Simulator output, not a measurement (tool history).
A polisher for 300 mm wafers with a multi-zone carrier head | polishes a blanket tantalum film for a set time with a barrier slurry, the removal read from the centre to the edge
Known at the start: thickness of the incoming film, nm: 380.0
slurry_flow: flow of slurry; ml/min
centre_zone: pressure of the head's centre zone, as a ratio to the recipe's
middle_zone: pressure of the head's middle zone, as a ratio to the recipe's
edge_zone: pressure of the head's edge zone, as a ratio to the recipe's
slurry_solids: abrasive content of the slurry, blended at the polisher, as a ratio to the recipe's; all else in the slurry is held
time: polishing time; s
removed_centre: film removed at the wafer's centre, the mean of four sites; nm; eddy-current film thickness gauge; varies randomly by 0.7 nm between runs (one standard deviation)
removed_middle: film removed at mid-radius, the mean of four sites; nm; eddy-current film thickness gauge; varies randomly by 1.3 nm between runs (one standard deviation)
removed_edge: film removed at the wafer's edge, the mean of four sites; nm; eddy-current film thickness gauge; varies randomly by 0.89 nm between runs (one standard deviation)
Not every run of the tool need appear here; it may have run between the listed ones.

{"run": 1, "hour": 0.0, "slurry_flow": 170, "centre_zone": 1.0, "middle_zone": 1.0, "edge_zone": 1.0, "slurry_solids": 1.0, "time": 43, "removed_centre": 64.213, "removed_middle": 62.668, "removed_edge": 65.093}
{"run": 2, "hour": 2.7, "slurry_flow": 170, "centre_zone": 1.0, "middle_zone": 0.92, "edge_zone": 1.0, "slurry_solids": 1.0, "time": 43, "removed_centre": 64.269, "removed_middle": 57.027, "removed_edge": 63.342}
{"run": 3, "hour": 7.8, "slurry_flow": 180, "centre_zone": 1.02, "middle_zone": 0.94, "edge_zone": 1.01, "slurry_solids": 1.05, "time": 43, "removed_centre": 67.61, "removed_middle": 61.248, "removed_edge": 66.4}
{"run": 4, "hour": 11.3, "slurry_flow": 180, "centre_zone": 1.02, "middle_zone": 0.94, "edge_zone": 0.97, "slurry_solids": 1.05, "time": 43, "removed_centre": 67.407, "removed_middle": 62.087, "removed_edge": 64.342}
{"run": 5, "hour": 19.8, "slurry_flow": 180, "centre_zone": 1.02, "middle_zone": 0.94, "edge_zone": 0.92, "slurry_solids": 1.05, "time": 43, "removed_centre": 67.493, "removed_middle": 59.96, "removed_edge": 63.383}
{"run": 6, "hour": 25.8, "slurry_flow": 185, "centre_zone": 1.04, "middle_zone": 0.94, "edge_zone": 0.94, "slurry_solids": 1.1, "time": 43, "removed_centre": 69.949, "removed_middle": 62.931, "removed_edge": 65.346}

Estimate the outcome of run 7 from the log above:
{"run": 7, "hour": 32.6, "slurry_flow": 190, "centre_zone": 1.06, "middle_zone": 0.94, "edge_zone": 0.95, "slurry_solids": 1.15, "time": 43, "removed_centre": "?", "removed_middle": "?", "removed_edge": "?"}

{"run 7": {"removed_centre": 72.31, "removed_middle": 63.863, "removed_edge": 67.283}}
